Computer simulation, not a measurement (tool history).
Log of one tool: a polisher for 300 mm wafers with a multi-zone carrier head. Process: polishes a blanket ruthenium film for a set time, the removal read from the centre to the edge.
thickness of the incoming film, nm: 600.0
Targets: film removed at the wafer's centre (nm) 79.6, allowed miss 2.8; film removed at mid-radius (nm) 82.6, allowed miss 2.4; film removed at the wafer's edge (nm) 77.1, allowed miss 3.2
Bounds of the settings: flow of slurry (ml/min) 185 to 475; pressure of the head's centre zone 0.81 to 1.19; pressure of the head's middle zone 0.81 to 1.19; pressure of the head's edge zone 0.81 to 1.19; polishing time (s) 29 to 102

| run | hour | flow of slurry (ml/min) | pressure of the head's centre zone | pressure of the head's middle zone | pressure of the head's edge zone | polishing time (s) | film removed at the wafer's centre (nm) | film removed at mid-radius (nm) | film removed at the wafer's edge (nm) |
|---|---|---|---|---|---|---|---|---|---|
| 1 | 0 | 305 | 1 | 1 | 1 | 65 | 110.93 | 109.5 | 115.71 |
| 2 | 5.8 | 310 | 1 | 1.01 | 0.97 | 61 | 107.17 | 106.38 | 105.51 |
| 3 | 6.8 | 310 | 0.98 | 1 | 0.95 | 59 | 102.24 | 101.81 | 99.196 |
| 4 | 9.7 | 310 | 0.91 | 1 | 0.95 | 59 | 95.305 | 102.69 | 101.39 |
| 5 | 10.4 | 310 | 0.9 | 0.99 | 0.93 | 57 | 91.938 | 96.13 | 97.27 |
| 6 | 14.7 | 350 | 0.9 | 0.99 | 0.93 | 57 | 91.954 | 98.452 | 97.499 |
| 7 | 15.4 | 350 | 0.9 | 0.99 | 0.91 | 55 | 89.659 | 94.439 | 92.354 |
| 8 | 22.4 | 350 | 0.9 | 0.99 | 0.9 | 54 | 88.545 | 92.819 | 91.47 |

Which of these 5 next moves meets every target?
| A | 29.4 | 345 | 1.04 | 1.02 | 0.81 | 43 | ? | ? | ? |
| B | 29.4 | 370 | 0.93 | 1.01 | 0.85 | 47 | ? | ? | ? |
| C | 29.4 | 375 | 1.05 | 1.13 | 0.81 | 52 | ? | ? | ? |
| D | 29.4 | 340 | 0.92 | 1.03 | 0.96 | 63 | ? | ? | ? |
| E | 29.4 | 380 | 1.02 | 0.87 | 1.01 | 49 | ? | ? | ? |

| move | film removed at the wafer's centre (nm) | film removed at mid-radius (nm) | film removed at the wafer's edge (nm) |
|---|---|---|---|
| A | 76.876 | 77.105 | 68.797 |
| B | 78.091 | 84.17 | 77.186 |
| C | 94.434 | 101.93 | 83.55 |
| D | 103.05 | 113.72 | 108.76 |
| E | 87.091 | 78.281 | 87.501 |
A: takes the result that was furthest off past its target
B: meets every target
C: further off than the last run
D: further off than the last run
E: nearer than the last run, and not there yet
The right move is B.

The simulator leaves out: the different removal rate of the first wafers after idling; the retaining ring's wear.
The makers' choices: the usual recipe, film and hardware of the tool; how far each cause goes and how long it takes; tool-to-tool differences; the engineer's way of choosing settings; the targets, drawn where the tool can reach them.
